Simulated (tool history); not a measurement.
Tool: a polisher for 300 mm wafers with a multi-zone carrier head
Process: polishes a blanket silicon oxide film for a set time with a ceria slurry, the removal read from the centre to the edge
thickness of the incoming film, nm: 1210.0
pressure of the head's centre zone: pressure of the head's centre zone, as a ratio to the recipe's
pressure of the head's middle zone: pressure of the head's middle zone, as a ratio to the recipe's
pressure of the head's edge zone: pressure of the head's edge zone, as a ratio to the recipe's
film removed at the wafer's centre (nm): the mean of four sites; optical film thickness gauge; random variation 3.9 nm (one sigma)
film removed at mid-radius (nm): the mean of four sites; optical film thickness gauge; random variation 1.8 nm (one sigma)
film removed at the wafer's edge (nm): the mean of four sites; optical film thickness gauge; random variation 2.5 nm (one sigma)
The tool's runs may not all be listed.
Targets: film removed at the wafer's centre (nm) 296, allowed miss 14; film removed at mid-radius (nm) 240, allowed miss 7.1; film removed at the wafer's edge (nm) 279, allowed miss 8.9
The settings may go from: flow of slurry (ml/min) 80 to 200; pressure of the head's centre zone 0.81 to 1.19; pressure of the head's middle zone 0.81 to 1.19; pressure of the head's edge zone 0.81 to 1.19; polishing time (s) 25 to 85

run	hour	flow of slurry (ml/min)	pressure of the head's centre zone	pressure of the head's middle zone	pressure of the head's edge zone	polishing time (s)	film removed at the wafer's centre (nm)	film removed at mid-radius (nm)	film removed at the wafer's edge (nm)
1	0	130	1	1	1	55	206.92	208.07	207.52
2	4	130	1	1.06	1	55	205.94	213.11	211.39
3	8.7	105	1	1.06	1	55	199.43	201.8	202.35
4	13.7	115	1	1.06	1	55	202.41	208.85	205.58
5	14.9	115	1	1.03	1	55	204.18	204.58	206.11
6	18.4	115	1	1.06	1	55	203.2	207.27	209.29
7	23.2	110	1.04	1.06	1.04	57	214.99	214.86	217.59
8	29.4	115	1.07	1.01	1.07	59	227.52	215.09	233.33

Which of these 4 next moves meets every target?
A	35.6	95	1.19	0.95	1.16	71	?	?	?
B	35.6	110	1.19	0.94	1.13	75	?	?	?
C	35.6	100	1.17	0.9	1.1	79	?	?	?
D	35.6	125	1.18	1.01	0.92	61	?	?	?

move	film removed at the wafer's centre (nm)	film removed at mid-radius (nm)	film removed at the wafer's edge (nm)
A	294.41	240.42	276.35
B	323.53	261.18	295.24
C	326.61	262.3	302.66
D	269.24	228.11	223.36
A: meets every target
B: takes the result that was furthest off past its target
C: takes the result that was furthest off past its target
D: further off than the last run
Move A is the one to make.
